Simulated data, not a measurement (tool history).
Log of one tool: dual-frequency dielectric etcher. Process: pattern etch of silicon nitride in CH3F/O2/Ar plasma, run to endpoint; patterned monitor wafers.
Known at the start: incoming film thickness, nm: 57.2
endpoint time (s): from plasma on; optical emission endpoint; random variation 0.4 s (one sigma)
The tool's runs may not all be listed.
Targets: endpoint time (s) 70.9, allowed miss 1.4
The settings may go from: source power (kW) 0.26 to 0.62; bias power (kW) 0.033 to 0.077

Run 1, day 0: source power (kW) 0.44, bias power (kW) 0.055. Result: endpoint time (s) 81.616.
Run 2, day 0.088: source power (kW) 0.4, bias power (kW) 0.055. Result: endpoint time (s) 83.865.
Run 3, day 0.458: source power (kW) 0.37, bias power (kW) 0.055. Result: endpoint time (s) 86.635.
Run 4, day 0.825: source power (kW) 0.37, bias power (kW) 0.062. Result: endpoint time (s) 81.693.
Run 5, day 0.942: source power (kW) 0.31, bias power (kW) 0.062. Result: endpoint time (s) 86.669.
Run 6, day 1.05: source power (kW) 0.31, bias power (kW) 0.057. Result: endpoint time (s) 89.298.
Run 7, day 1.404: source power (kW) 0.38, bias power (kW) 0.059. Result: endpoint time (s) 82.428.
Run 8, day 1.592: source power (kW) 0.42, bias power (kW) 0.06. Result: endpoint time (s) 79.772.
Run 9, day 1.762: source power (kW) 0.45, bias power (kW) 0.061. Result: endpoint time (s) 77.42.

5 next moves are on the table. One of them brings every result within its allowed miss. Which?
Run A, day 1.933: source power (kW) 0.36, bias power (kW) 0.05. Result: endpoint time (s) ?.
Run B, day 1.933: source power (kW) 0.5, bias power (kW) 0.067. Result: endpoint time (s) ?.
Run C, day 1.933: source power (kW) 0.47, bias power (kW) 0.063. Result: endpoint time (s) ?.
Run D, day 1.933: source power (kW) 0.53, bias power (kW) 0.07. Result: endpoint time (s) ?.
Run E, day 1.933: source power (kW) 0.53, bias power (kW) 0.06. Result: endpoint time (s) ?.

move  endpoint time (s)
   A             90.711
   B             71.247
   C             74.757
   D             68.505
   E             73.096
A: further off than the last run
B: meets every target
C: nearer than the last run, and not there yet
D: takes the result that was furthest off past its target
E: nearer than the last run, and not there yet
Answer: B
